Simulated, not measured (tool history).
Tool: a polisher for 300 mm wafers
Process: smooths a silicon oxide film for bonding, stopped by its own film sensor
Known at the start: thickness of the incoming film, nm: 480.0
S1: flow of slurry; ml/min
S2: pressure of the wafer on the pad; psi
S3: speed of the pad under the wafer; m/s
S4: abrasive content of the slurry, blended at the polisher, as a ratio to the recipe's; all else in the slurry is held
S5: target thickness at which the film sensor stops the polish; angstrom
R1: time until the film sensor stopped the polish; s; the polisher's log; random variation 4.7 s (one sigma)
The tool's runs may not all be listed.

run 1 hour=0.0 | S1=295 S2=2.2 S3=1.08 S4=1.0 S5=3510 | R1=149.20
run 2 hour=0.7 | S1=295 S2=2.0 S3=1.08 S4=1.0 S5=3510 | R1=164.28
run 3 hour=1.4 | S1=235 S2=2.0 S3=1.08 S4=1.0 S5=3510 | R1=166.92
run 4 hour=8.6 | S1=235 S2=2.0 S3=1.08 S4=1.0 S5=3450 | R1=171.47
run 5 hour=15.5 | S1=235 S2=2.0 S3=1.08 S4=1.0 S5=3450 | R1=175.15
run 6 hour=22.6 | S1=235 S2=2.0 S3=1.08 S4=1.0 S5=3450 | R1=175.05
run 7 hour=31.1 | S1=235 S2=1.8 S3=1.06 S4=1.0 S5=3450 | R1=195.15
run 8 hour=38.1 | S1=235 S2=1.7 S3=1.04 S4=1.0 S5=3450 | R1=207.12

Forecast run 9:
run 9 hour=41.3 | S1=235 S2=1.6 S3=1.04 S4=1.0 S5=3450 | R1=?

{"run 9": {"R1": 215.47}}
